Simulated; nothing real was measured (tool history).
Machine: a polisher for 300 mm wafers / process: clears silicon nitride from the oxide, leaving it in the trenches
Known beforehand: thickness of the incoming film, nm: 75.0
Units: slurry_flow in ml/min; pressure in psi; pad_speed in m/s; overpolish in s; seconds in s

run 1 hour=0.0 | slurry_flow=220 pressure=1.6 pad_speed=1.00 overpolish=29 | seconds=131.760
run 2 hour=5.6 | slurry_flow=190 pressure=1.6 pad_speed=1.00 overpolish=29 | seconds=130.810
run 3 hour=10.1 | slurry_flow=190 pressure=1.6 pad_speed=1.14 overpolish=29 | seconds=121.070
run 4 hour=15.4 | slurry_flow=190 pressure=1.4 pad_speed=1.14 overpolish=29 | seconds=136.630
run 5 hour=21.3 | slurry_flow=190 pressure=1.4 pad_speed=1.14 overpolish=31 | seconds=135.080
run 6 hour=23.5 | slurry_flow=190 pressure=1.6 pad_speed=1.16 overpolish=31 | seconds=119.690
run 7 hour=29.1 | slurry_flow=190 pressure=1.8 pad_speed=1.16 overpolish=31 | seconds=107.980
run 8 hour=35.3 | slurry_flow=190 pressure=1.9 pad_speed=1.16 overpolish=31 | seconds=103.840
run 9 hour=43.5 | slurry_flow=190 pressure=2.0 pad_speed=1.16 overpolish=31 | seconds=97.241

Estimate the outcome of run 10 from the log above:
-- hour=47.8 slurry nozzle cleaned
run 10 hour=47.8 | slurry_flow=190 pressure=2.1 pad_speed=1.16 overpolish=31 | seconds=?

{"run 10": {"seconds": 90.341}}

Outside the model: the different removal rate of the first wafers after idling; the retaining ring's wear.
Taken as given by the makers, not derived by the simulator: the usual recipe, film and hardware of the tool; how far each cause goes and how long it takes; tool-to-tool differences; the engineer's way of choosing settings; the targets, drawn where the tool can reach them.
